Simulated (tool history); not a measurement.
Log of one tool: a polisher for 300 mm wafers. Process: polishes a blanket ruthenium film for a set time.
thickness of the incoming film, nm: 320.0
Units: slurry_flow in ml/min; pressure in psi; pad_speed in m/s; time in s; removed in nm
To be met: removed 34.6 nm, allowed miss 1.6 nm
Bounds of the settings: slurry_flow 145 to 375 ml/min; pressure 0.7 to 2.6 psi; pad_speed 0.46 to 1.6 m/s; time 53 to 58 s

run,hour,slurry_flow,pressure,pad_speed,time,removed
1,0,240,1.6,1.02,58,42.112
2,7.7,240,1.5,1.02,58,41.057
3,9.1,240,1.5,1.18,58,46.161
4,12.8,240,1.5,1.18,53,42.289
5,17.1,240,1.5,1.3,53,47.353
6,17.8,240,1.5,1.1,53,40.046
7,25.1,240,1.4,1.1,53,38.411
8,28.1,240,1.2,1.1,53,32.272

5 next moves are on the table. One of them brings every result within its allowed miss. Which?
A,31.1,250,1.4,0.84,54,?
B,31.1,310,0.9,1.18,58,?
C,31.1,315,1.4,1,53,?
D,31.1,260,0.8,1.58,53,?
E,31.1,150,1,1.28,58,?

move,removed
A,29.467
B,29.468
C,35.052
D,31.482
E,31.786
A: further off than the last run
B: further off than the last run
C: meets every target
D: further off than the last run
E: further off than the last run
Move C is the one to make.
